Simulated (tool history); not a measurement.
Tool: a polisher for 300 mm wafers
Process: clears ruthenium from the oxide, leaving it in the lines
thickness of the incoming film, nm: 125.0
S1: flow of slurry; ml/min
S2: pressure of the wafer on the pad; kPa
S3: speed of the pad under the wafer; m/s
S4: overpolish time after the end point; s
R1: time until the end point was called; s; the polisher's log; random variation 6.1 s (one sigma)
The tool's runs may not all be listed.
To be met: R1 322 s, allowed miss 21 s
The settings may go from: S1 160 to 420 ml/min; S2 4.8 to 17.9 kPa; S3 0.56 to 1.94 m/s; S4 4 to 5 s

run,day,S1,S2,S3,S4,R1
1,0,270,11,1.24,5,109.55
2,0.279,265,9,1.06,5,154.49
3,0.383,265,9,1.3,5,128.02
4,0.471,295,9,1.3,5,128.18
5,0.696,295,9,1.3,5,130.92
6,0.912,300,7.6,1.12,5,177.87
7,1.221,300,7.6,1.12,5,171.82
8,1.442,300,6.9,1,5,209.05
9,1.808,295,4.8,0.72,5,385.69

5 next moves are on the table. One of them brings every result within its allowed miss. Which?
A,2.175,280,6.9,0.76,4,?
B,2.175,220,7.6,0.56,5,?
C,2.175,335,4.8,0.6,4,?
D,2.175,280,6.9,0.74,5,?
E,2.175,325,6.2,0.8,5,?

move,R1
A,273.73
B,332.48
C,462.78
D,280.18
E,285.62
A: takes the result that was furthest off past its target
B: meets every target
C: further off than the last run
D: takes the result that was furthest off past its target
E: takes the result that was furthest off past its target
The right move is B.
